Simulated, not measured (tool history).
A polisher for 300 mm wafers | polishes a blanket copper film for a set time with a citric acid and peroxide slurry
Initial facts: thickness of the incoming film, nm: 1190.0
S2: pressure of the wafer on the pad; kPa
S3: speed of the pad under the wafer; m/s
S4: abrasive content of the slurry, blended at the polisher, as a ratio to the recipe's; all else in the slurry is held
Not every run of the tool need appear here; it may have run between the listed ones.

{"run": 1, "hour": 0.0, "flow of slurry (ml/min)": 300, "S2": 20.7, "S3": 1.24, "S4": 1, "polishing time (s)": 95, "film removed (Å)": 2626.2}
{"run": 2, "hour": 8.1, "flow of slurry (ml/min)": 300, "S2": 20.7, "S3": 1.46, "S4": 1, "polishing time (s)": 95, "film removed (Å)": 3052.5}
{"run": 3, "hour": 15.0, "flow of slurry (ml/min)": 300, "S2": 22.1, "S3": 1.48, "S4": 1, "polishing time (s)": 95, "film removed (Å)": 3399.7}
{"run": 4, "hour": 20.6, "flow of slurry (ml/min)": 375, "S2": 22.1, "S3": 1.48, "S4": 1, "polishing time (s)": 95, "film removed (Å)": 3355.5}
{"run": 5, "hour": 25.5, "flow of slurry (ml/min)": 375, "S2": 26.2, "S3": 1.48, "S4": 1, "polishing time (s)": 95, "film removed (Å)": 4008.3}
{"run": 6, "hour": 26.6, "flow of slurry (ml/min)": 375, "S2": 26.2, "S3": 1.48, "S4": 1, "polishing time (s)": 100, "film removed (Å)": 4193.8}
{"run": 7, "hour": 30.3, "flow of slurry (ml/min)": 375, "S2": 26.9, "S3": 1.5, "S4": 1, "polishing time (s)": 100, "film removed (Å)": 4308.8}
{"run": 8, "hour": 36.9, "flow of slurry (ml/min)": 375, "S2": 27.6, "S3": 1.52, "S4": 1, "polishing time (s)": 100, "film removed (Å)": 4490.1}
{"run": 9, "hour": 45.4, "flow of slurry (ml/min)": 375, "S2": 28.3, "S3": 1.54, "S4": 1, "polishing time (s)": 100, "film removed (Å)": 4581.3}

Run 10 has not been measured yet. What should we expect?
{"run": 10, "hour": 53.2, "flow of slurry (ml/min)": 375, "S2": 29, "S3": 1.56, "S4": 1, "polishing time (s)": 100, "film removed (Å)": "?"}

film removed (Å): 4762.7
